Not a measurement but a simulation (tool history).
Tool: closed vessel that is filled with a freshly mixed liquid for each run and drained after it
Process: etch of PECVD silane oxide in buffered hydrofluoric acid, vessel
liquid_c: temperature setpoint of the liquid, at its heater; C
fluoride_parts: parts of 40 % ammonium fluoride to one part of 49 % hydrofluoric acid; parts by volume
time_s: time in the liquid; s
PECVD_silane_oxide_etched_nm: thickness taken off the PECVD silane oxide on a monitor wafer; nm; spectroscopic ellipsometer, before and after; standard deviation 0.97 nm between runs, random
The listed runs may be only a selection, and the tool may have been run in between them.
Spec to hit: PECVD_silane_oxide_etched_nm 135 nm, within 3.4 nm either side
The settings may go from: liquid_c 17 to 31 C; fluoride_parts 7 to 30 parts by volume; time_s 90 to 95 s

run	hour	liquid_c	fluoride_parts	time_s	PECVD_silane_oxide_etched_nm
1	0	23	19	90	197.34
2	7.6	23	19	95	209.08
3	14.2	23	19	95	207.83
4	17.1	21	19.5	95	180.98
5	20.7	20	20	95	168.87
6	27.7	20	20	95	168.67
7	29.2	19	20.5	95	155.52
8	35.5	18.5	20.5	95	153.72
9	41.1	18	21	95	146.02
10	44.7	17.5	21	95	139.72

Exercise: of the 5 proposed moves below, exactly one satisfies all targets within the stated allowed misses. Which move is it?
A	48.3	19.5	22.5	90	?
B	48.3	17.5	22.5	90	?
C	48.3	17.5	20	95	?
D	48.3	18	23.5	90	?
E	48.3	17.5	20.5	90	?

move	PECVD_silane_oxide_etched_nm
A	142.66
B	127.35
C	145.83
D	127.16
E	135.82
A: lands further from the targets than the last run did
B: takes the biggest miss from the last run beyond its target
C: lands further from the targets than the last run did
D: takes the biggest miss from the last run beyond its target
E: hits every target within its allowed miss
The move that meets every target is E.
